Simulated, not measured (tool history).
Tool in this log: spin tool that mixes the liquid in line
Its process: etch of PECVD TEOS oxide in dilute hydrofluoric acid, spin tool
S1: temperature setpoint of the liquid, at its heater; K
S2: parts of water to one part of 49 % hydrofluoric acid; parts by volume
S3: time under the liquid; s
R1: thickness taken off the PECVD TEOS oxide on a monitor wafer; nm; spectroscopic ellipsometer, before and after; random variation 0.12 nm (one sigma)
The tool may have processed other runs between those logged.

Run 1, hour 0: S1 297.15 K, S2 95 parts by volume, S3 25 s. Result: R1 5.0026 nm.
Run 2, hour 8.9: S1 298.65 K, S2 80 parts by volume, S3 25 s. Result: R1 6.4058 nm.
Run 3, hour 16.5: S1 300.15 K, S2 70 parts by volume, S3 25 s. Result: R1 7.7825 nm.
Run 4, hour 19.7: S1 296.65 K, S2 70 parts by volume, S3 25 s. Result: R1 6.6819 nm.
Run 5, hour 23.2: S1 294.15 K, S2 70 parts by volume, S3 25 s. Result: R1 6.0923 nm.
Run 6, hour 28: S1 294.15 K, S2 55 parts by volume, S3 25 s. Result: R1 7.8425 nm.
Run 7, hour 34: S1 296.15 K, S2 50 parts by volume, S3 25 s. Result: R1 9.4773 nm.
Run 8, hour 42: S1 298.15 K, S2 50 parts by volume, S3 25 s. Result: R1 10.393 nm.
Run 9, hour 46.6: S1 298.15 K, S2 50 parts by volume, S3 25 s. Result: R1 10.314 nm.
Run 10, hour 48: S1 299.65 K, S2 50 parts by volume, S3 25 s. Result: R1 10.85 nm.
Run 11, hour 53.1: S1 300.65 K, S2 50 parts by volume, S3 25 s. Result: R1 11.486 nm.
Run 12, hour 58.3: S1 301.65 K, S2 50 parts by volume, S3 25 s. Result: R1 11.926 nm.
Run 13, hour 66.6: S1 302.15 K, S2 50 parts by volume, S3 25 s. Result: R1 12.046 nm.

Predict the results of run 14:
Run 14, hour 70.8: S1 302.65 K, S2 50 parts by volume, S3 25 s. Result: R1 ?.

R1: 12.429 nm

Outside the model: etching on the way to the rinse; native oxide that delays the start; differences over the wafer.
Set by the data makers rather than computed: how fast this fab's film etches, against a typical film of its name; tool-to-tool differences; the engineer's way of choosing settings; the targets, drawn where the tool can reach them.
